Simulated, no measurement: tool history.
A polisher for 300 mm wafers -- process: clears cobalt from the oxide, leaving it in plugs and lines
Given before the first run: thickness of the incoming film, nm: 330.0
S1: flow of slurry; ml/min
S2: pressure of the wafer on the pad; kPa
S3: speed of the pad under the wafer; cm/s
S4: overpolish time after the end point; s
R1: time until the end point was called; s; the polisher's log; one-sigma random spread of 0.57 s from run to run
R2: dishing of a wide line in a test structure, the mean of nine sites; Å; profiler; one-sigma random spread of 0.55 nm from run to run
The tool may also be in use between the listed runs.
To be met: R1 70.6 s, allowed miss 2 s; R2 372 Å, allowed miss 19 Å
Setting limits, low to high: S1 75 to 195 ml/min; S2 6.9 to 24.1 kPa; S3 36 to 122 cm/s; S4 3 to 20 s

Run 1, hour 0: S1 125 ml/min, S2 15.2 kPa, S3 78 cm/s, S4 10 s. Result: R1 80.766 s, R2 255.73 Å.
Run 2, hour 1.5: S1 130 ml/min, S2 15.2 kPa, S3 78 cm/s, S4 11 s. Result: R1 80.254 s, R2 270.62 Å.
Run 3, hour 4.3: S1 130 ml/min, S2 15.2 kPa, S3 78 cm/s, S4 13 s. Result: R1 81.138 s, R2 295.07 Å.
Run 4, hour 5.7: S1 130 ml/min, S2 15.2 kPa, S3 78 cm/s, S4 10 s. Result: R1 80.699 s, R2 256.55 Å.
Run 5, hour 8.9: S1 130 ml/min, S2 15.2 kPa, S3 96 cm/s, S4 10 s. Result: R1 65.039 s, R2 293.02 Å.
Run 6, hour 12.4: S1 110 ml/min, S2 15.2 kPa, S3 96 cm/s, S4 10 s. Result: R1 68.618 s, R2 292.18 Å.
Run 7, hour 13: S1 105 ml/min, S2 15.2 kPa, S3 96 cm/s, S4 11 s. Result: R1 69.542 s, R2 295.84 Å.
Run 8, hour 15.2: S1 105 ml/min, S2 15.2 kPa, S3 96 cm/s, S4 12 s. Result: R1 69.055 s, R2 309.17 Å.
Run 9, hour 17.8: S1 105 ml/min, S2 15.2 kPa, S3 96 cm/s, S4 13 s. Result: R1 69.725 s, R2 322.09 Å.
Run 10, hour 21.7: S1 105 ml/min, S2 15.2 kPa, S3 96 cm/s, S4 14 s. Result: R1 68.624 s, R2 339.49 Å.

Which of these 5 next moves meets every target?
Run A, hour 25.6: S1 95 ml/min, S2 16.5 kPa, S3 96 cm/s, S4 19 s. Result: R1 ?, R2 ?.
Run B, hour 25.6: S1 130 ml/min, S2 13.8 kPa, S3 96 cm/s, S4 13 s. Result: R1 ?, R2 ?.
Run C, hour 25.6: S1 135 ml/min, S2 14.5 kPa, S3 98 cm/s, S4 16 s. Result: R1 ?, R2 ?.
Run D, hour 25.6: S1 110 ml/min, S2 15.9 kPa, S3 90 cm/s, S4 11 s. Result: R1 ?, R2 ?.
Run E, hour 25.6: S1 110 ml/min, S2 17.9 kPa, S3 80 cm/s, S4 16 s. Result: R1 ?, R2 ?.

move      R1      R2
   A  65.755  405.98
   B  72.726  324.99
   C  67.472  374.67
   D  70.226  300.89
   E  69.892  368.65
A: pushes the last run's worst result past its target
B: lands further from the targets than the last run did
C: meets the target for the result that was furthest off, but another lies outside its allowed miss
D: lands further from the targets than the last run did
E: every result within its allowed miss
Correct choice: E, which meets every target
